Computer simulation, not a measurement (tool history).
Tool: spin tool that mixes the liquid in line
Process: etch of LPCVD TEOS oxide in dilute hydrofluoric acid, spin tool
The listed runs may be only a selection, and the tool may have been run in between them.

run,hour,temperature setpoint of the liquid (C),parts of water to one part of 49 % hydrofluoric acid (parts by volume),time under the liquid (s),thickness taken off the LPCVD TEOS oxide on a monitor wafer (nm)
1,0.0,23.0,300,280,26.778
2,8.3,22.5,310,280,24.943
3,10.8,22.0,315,280,24.144
4,14.7,22.0,220,280,38.218
5,23.5,22.0,220,280,38.272
6,28.7,22.0,310,280,25.009
7,36.0,21.5,320,280,23.516
8,38.1,21.0,325,280,22.511
9,42.9,20.5,330,280,21.688

Predict the results of run 10:
10,46.9,20.0,335,280,?

thickness taken off the LPCVD TEOS oxide on a monitor wafer (nm): 20.755

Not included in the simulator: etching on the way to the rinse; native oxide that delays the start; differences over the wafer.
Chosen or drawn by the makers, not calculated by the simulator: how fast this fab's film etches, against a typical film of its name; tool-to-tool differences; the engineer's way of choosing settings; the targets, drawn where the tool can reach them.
